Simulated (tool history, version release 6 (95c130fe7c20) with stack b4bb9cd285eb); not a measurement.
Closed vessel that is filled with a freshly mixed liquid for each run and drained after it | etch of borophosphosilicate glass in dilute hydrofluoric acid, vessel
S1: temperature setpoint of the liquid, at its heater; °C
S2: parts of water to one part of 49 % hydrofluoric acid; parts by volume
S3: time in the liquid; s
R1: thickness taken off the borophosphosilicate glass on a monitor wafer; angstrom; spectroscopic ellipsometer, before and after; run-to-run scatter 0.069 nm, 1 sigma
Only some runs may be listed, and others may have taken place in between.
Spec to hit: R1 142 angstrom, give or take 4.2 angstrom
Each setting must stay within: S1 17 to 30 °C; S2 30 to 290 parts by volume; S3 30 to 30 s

run   hour    S1   S2  S3      R1
  1      0    22  160  30  45.926
  2    4.2  20.5  160  30  43.721
  3   13.1  20.5  160  30  43.414
  4   19.8    22  160  30  46.039
  5   28.2    25  160  30  51.652
  6   31.8    25  160  30  51.817
  7   37.1    26  135  30  65.367
  8   43.1    27  120  30  77.715
  9   51.1  27.5  110  30   87.68
 10   55.1    28  100  30  100.62
 11   56.7  28.5   95  30  109.49
 12   61.8    29   90  30  117.63
 13   64.9    29   90  30   117.9
 14   73.8    30   65  30  176.74
 15   76.6    29   65  30  168.08
 16   83.7    28   65  30  160.91
 17   91.8    27   65  30  157.25
 18   99.8  26.5   65  30  153.24
 19  104.6    26   65  30  150.93
 20  112.1  25.5   65  30  147.61
     120.5  -- hydrofluoric acid flow meter replaced
 21  120.5  25.5   65  30   162.5
 22    128  25.5   65  30  164.87
 23  136.6  25.5   70  30  150.91

Exercise: of the 5 proposed moves below, exactly one satisfies all targets within the stated allowed misses. Which move is it?
  A  145.2    23  60  30   ?
  B  145.2    24  65  30   ?
  C  145.2  29.5  80  30   ?
  D  145.2  27.5  80  30   ?
  E  145.2    25  65  30   ?

move      R1
   A   161.6
   B   154.4
   C  152.72
   D  141.36
   E  160.78
A: moves away from the targets compared with the last run
B: moves away from the targets compared with the last run
C: moves away from the targets compared with the last run
D: each result inside its tolerance
E: moves away from the targets compared with the last run
Go with D: it meets all targets.
